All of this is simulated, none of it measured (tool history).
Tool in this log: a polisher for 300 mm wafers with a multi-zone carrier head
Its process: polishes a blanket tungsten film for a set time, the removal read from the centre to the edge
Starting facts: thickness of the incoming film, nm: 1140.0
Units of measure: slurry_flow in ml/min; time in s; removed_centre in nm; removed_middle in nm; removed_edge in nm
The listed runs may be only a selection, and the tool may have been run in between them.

| run | day | slurry_flow | centre_zone | middle_zone | edge_zone | slurry_solids | time | removed_centre | removed_middle | removed_edge |
|---|---|---|---|---|---|---|---|---|---|---|
| 1 | 0.000 | 265 | 1.00 | 1.00 | 1.00 | 1.00 | 64 | 304.12 | 313.24 | 312.03 |
| 2 | 0.154 | 265 | 1.00 | 1.04 | 1.00 | 1.00 | 64 | 310.22 | 325.82 | 303.65 |
| 3 | 0.529 | 265 | 1.00 | 1.04 | 1.00 | 0.85 | 64 | 295.18 | 312.74 | 305.38 |
| 4 | 0.900 | 265 | 1.00 | 1.04 | 0.94 | 0.85 | 64 | 296.52 | 311.05 | 294.54 |
| 5 | 1.100 | 265 | 1.00 | 1.04 | 0.94 | 0.70 | 64 | 286.96 | 294.50 | 284.34 |
| 6 | 1.325 | 200 | 1.00 | 1.04 | 0.94 | 0.70 | 64 | 269.30 | 281.29 | 268.27 |
| 7 | 1.608 | 275 | 1.10 | 1.10 | 1.04 | 0.95 | 69 | 370.82 | 363.14 | 330.56 |

Run 8 comes next. What will it give?
| 8 | 1.875 | 300 | 1.09 | 1.06 | 1.09 | 1.05 | 71 | ? | ? | ? |

{"run 8": {"removed_centre": 387.04, "removed_middle": 371.41, "removed_edge": 381.75}}
